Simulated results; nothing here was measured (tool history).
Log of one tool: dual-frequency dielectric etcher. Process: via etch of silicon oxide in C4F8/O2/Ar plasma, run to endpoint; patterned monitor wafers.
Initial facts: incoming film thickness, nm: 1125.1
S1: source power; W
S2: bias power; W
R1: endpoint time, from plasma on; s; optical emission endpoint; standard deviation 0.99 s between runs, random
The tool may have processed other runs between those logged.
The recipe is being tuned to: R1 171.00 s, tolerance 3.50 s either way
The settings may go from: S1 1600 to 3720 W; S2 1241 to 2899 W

run	hour	S1	S2	R1
1	0.0	2660	2070	206.15
2	5.9	2300	2070	218.56
3	14.0	2470	2111	211.65
4	18.3	2620	2146	202.70
5	19.5	2730	2158	199.57
6	20.3	3160	2158	187.09
7	26.4	3220	2169	184.14
8	28.7	3220	2169	182.29
9	32.5	3260	2175	183.04
10	35.0	3310	2183	184.40
11	38.7	3360	2206	178.50
12	45.1	3390	2210	180.39
13	49.3	3430	2222	179.16

Exercise: of the 4 proposed moves below, exactly one satisfies all targets within the stated allowed misses. Which move is it?
A	53.5	3550	2401	?
B	53.5	3540	2774	?
C	53.5	2940	2234	?
D	53.5	3100	2101	?

move	R1
A	170.21
B	162.85
C	189.90
D	188.83
A: hits every target within its allowed miss
B: takes the result that was furthest off past its target
C: the biggest miss grows against the last run
D: the biggest miss grows against the last run
Answer: A
